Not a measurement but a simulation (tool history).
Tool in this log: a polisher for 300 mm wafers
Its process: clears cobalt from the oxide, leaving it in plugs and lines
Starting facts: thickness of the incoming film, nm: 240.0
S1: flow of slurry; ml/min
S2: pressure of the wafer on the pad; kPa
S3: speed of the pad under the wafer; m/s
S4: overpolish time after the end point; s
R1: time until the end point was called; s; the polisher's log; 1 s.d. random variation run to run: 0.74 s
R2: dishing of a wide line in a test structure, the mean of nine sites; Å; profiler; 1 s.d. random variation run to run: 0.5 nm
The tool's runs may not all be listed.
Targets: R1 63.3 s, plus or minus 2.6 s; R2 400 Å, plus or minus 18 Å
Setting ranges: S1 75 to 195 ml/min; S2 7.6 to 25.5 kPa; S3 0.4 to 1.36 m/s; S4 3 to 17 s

run  hour   S1    S2    S3  S4      R1      R2
  1     0  125  16.5  0.88   9  42.743  383.66
  2   2.3  125  20.7  0.88   9  34.959  442.72
  3   5.4  115  20.7  0.88   9  36.065  445.18
  4  10.7  115  20.7  0.88   7  35.869  360.91
  5  15.2  105  17.9  0.88   9  40.854  388.36
  6  17.6  105  17.9  1.02   9  35.936  436.13
  7  18.3  100  15.2     1  10  43.904  415.01
  8  20.1   95  13.8     1  11  47.984  403.51

Which one of the following 5 next-run settings gets every result inside its allowed miss? There is exactly one.
  A  21.9  110  15.9  1.02   8   ?   ?
  B  21.9   95  13.8   1.2  10   ?   ?
  C  21.9  100  16.5   0.7  13   ?   ?
  D  21.9   90    11  0.92  14   ?   ?
  E  21.9  105  15.2  1.18   8   ?   ?

move      R1      R2
   A  39.079   375.1
   B  39.047  441.07
   C  55.118   416.8
   D  62.634   401.1
   E   35.64  401.43
A: the biggest miss grows against the last run
B: the biggest miss grows against the last run
C: an improvement on the last run, though not all results are within tolerance
D: all results in spec
E: the biggest miss grows against the last run
So the answer is move D, the one that meets all the targets.
